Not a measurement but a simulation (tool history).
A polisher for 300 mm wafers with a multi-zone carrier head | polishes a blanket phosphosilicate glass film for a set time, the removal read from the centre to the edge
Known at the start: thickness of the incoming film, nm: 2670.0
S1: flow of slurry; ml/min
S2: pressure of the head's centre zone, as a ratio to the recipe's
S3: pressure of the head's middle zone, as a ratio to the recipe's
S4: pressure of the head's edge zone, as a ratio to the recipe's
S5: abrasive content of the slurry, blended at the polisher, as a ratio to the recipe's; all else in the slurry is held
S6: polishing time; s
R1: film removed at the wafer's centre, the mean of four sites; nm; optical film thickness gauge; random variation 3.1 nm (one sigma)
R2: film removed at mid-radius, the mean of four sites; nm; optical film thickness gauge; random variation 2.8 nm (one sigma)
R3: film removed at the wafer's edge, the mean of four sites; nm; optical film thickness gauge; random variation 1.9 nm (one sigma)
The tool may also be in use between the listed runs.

{"run": 1, "day": 0.0, "S1": 160, "S2": 1.0, "S3": 1.0, "S4": 1.0, "S5": 1.0, "S6": 42, "R1": 266.52, "R2": 263.22, "R3": 273.01}
{"run": 2, "day": 0.2, "S1": 160, "S2": 1.0, "S3": 1.05, "S4": 1.0, "S5": 1.0, "S6": 42, "R1": 260.34, "R2": 263.27, "R3": 276.04}
{"run": 3, "day": 0.492, "S1": 160, "S2": 1.03, "S3": 1.05, "S4": 1.0, "S5": 1.0, "S6": 42, "R1": 270.81, "R2": 270.42, "R3": 271.93}
{"run": 4, "day": 0.529, "S1": 160, "S2": 1.03, "S3": 1.05, "S4": 1.0, "S5": 0.8, "S6": 42, "R1": 254.11, "R2": 244.53, "R3": 256.01}
{"run": 5, "day": 0.588, "S1": 155, "S2": 1.01, "S3": 1.06, "S4": 0.98, "S5": 0.8, "S6": 42, "R1": 242.58, "R2": 245.72, "R3": 249.69}
{"run": 6, "day": 0.654, "S1": 155, "S2": 1.01, "S3": 1.12, "S4": 0.98, "S5": 0.8, "S6": 42, "R1": 241.35, "R2": 260.01, "R3": 253.31}
{"run": 7, "day": 0.767, "S1": 150, "S2": 1.0, "S3": 1.1, "S4": 0.97, "S5": 0.8, "S6": 42, "R1": 242.81, "R2": 252.5, "R3": 245.99}
{"run": 8, "day": 0.871, "S1": 145, "S2": 0.98, "S3": 1.09, "S4": 0.97, "S5": 0.8, "S6": 42, "R1": 234.11, "R2": 249.94, "R3": 248.66}
{"run": 9, "day": 0.992, "S1": 140, "S2": 0.97, "S3": 1.08, "S4": 0.96, "S5": 0.8, "S6": 42, "R1": 226.7, "R2": 247.14, "R3": 242.43}
{"run": 10, "day": 1.133, "S1": 135, "S2": 0.97, "S3": 1.07, "S4": 0.96, "S5": 0.8, "S6": 42, "R1": 225.24, "R2": 244.61, "R3": 242.25}
{"run": 11, "day": 1.233, "S1": 130, "S2": 0.97, "S3": 1.06, "S4": 0.96, "S5": 0.8, "S6": 42, "R1": 219.84, "R2": 238.04, "R3": 242.76}
{"run": 12, "day": 1.258, "S1": 130, "S2": 0.97, "S3": 1.06, "S4": 0.95, "S5": 0.8, "S6": 42, "R1": 224.0, "R2": 237.15, "R3": 241.29}

The next listed run, before its measurement:
{"run": 13, "day": 1.442, "S1": 110, "S2": 0.95, "S3": 1.06, "S4": 0.91, "S5": 0.75, "S6": 42, "R1": "?", "R2": "?", "R3": "?"}

R1: 202.84 nm
R2: 224.20 nm
R3: 221.84 nm

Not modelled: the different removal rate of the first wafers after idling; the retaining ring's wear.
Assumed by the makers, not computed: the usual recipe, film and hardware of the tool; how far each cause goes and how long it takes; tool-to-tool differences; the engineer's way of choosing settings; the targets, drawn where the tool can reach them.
